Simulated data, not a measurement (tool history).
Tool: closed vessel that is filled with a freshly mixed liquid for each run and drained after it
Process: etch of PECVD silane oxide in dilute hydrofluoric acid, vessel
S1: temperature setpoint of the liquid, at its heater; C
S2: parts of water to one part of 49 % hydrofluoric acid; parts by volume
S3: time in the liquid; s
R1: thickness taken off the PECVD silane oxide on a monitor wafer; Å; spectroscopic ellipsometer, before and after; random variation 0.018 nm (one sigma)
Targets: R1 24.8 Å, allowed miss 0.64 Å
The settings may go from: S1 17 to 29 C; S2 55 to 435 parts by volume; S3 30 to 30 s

| run | hour | S1 | S2 | S3 | R1 |
|---|---|---|---|---|---|
| 1 | 0 | 21 | 245 | 30 | 12.756 |
| 2 | 3.4 | 21 | 245 | 30 | 12.716 |
| 3 | 11.3 | 23.5 | 220 | 30 | 15.947 |
| 4 | 13.4 | 23.5 | 165 | 30 | 22.363 |
| 5 | 14.8 | 23.5 | 215 | 30 | 16.609 |
| 6 | 16.2 | 21.5 | 215 | 30 | 15.284 |
| 7 | 25.3 | 25.5 | 170 | 30 | 23.948 |
| 8 | 33.5 | 26 | 170 | 30 | 24.025 |

Which of these 5 next moves meets every target?
| A | 41.7 | 24 | 155 | 30 | ? |
| B | 41.7 | 24.5 | 150 | 30 | ? |
| C | 41.7 | 27.5 | 165 | 30 | ? |
| D | 41.7 | 27 | 160 | 30 | ? |
| E | 41.7 | 25 | 150 | 30 | ? |

| move | R1 |
|---|---|
| A | 25.173 |
| B | 26.669 |
| C | 26.578 |
| D | 27.089 |
| E | 27.175 |
A: meets every target
B: takes the result that was furthest off past its target
C: takes the result that was furthest off past its target
D: takes the result that was furthest off past its target
E: takes the result that was furthest off past its target
Move A is the one to make.
